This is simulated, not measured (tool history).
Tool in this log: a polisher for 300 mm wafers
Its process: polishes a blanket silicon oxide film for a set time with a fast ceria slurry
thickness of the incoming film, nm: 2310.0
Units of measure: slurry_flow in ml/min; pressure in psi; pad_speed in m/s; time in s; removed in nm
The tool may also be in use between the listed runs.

| run | hour | slurry_flow | pressure | pad_speed | time | removed |
|---|---|---|---|---|---|---|
| 1 | 0 | 255 | 3 | 1.04 | 27 | 407.2 |
| 2 | 2.9 | 300 | 3 | 1.04 | 27 | 408.23 |
| 3 | 7.4 | 300 | 3.2 | 1.04 | 27 | 441.74 |
| 4 | 8.2 | 300 | 3.4 | 1.04 | 27 | 464.97 |
| 5 | 11 | 300 | 3.4 | 1.04 | 24 | 416.51 |
| 6 | 11.8 | 245 | 3.4 | 1.04 | 24 | 408.42 |
| 7 | 16 | 260 | 3.6 | 1.04 | 24 | 438.66 |

Run 8 is up next; what results do you expect?
| 8 | 23.9 | 270 | 3.8 | 1.04 | 24 | ? |

removed: 460.75 nm

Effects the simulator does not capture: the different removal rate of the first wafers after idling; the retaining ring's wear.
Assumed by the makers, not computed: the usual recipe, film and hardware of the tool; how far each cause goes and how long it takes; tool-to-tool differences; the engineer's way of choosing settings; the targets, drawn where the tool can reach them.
